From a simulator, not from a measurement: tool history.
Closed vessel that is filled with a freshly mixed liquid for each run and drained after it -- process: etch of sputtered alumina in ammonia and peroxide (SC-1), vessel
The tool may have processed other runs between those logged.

run  hour  temperature setpoint of the liquid (°C)  parts of 29 % ammonia solution to one part of 30 % peroxide (parts by volume)  time in the liquid (s)  thickness taken off the sputtered alumina on a monitor wafer (angstrom)
  1     0                                       60                                                                           0.45                     105                                                                   78.685
  2   1.4                                     66.5                                                                           0.45                     105                                                                    109.2
  3     8                                     66.5                                                                            0.3                     105                                                                   105.03
  4  13.4                                       70                                                                            0.3                     105                                                                   123.76
     17.1  -- ammonia flow meter replaced
  5  17.1                                       70                                                                            0.4                     105                                                                   126.25
  6  22.9                                       65                                                                            0.4                     105                                                                   99.596
  7  25.5                                     61.5                                                                            0.4                     105                                                                   82.667
  8  34.3                                       59                                                                            0.4                     105                                                                   73.833
  9  36.1                                     57.5                                                                            0.4                     105                                                                   67.638
 10  38.2                                     56.5                                                                            0.4                     105                                                                   63.702
 11  42.2                                     55.5                                                                            0.4                     105                                                                   61.001
 12  51.3                                       55                                                                            0.4                     105                                                                   59.464

Predict the results of run 13:
 13    60                                       55                                                                            0.4                     105                                                                        ?

{"run 13": {"thickness taken off the sputtered alumina on a monitor wafer (angstrom)": 59.825}}
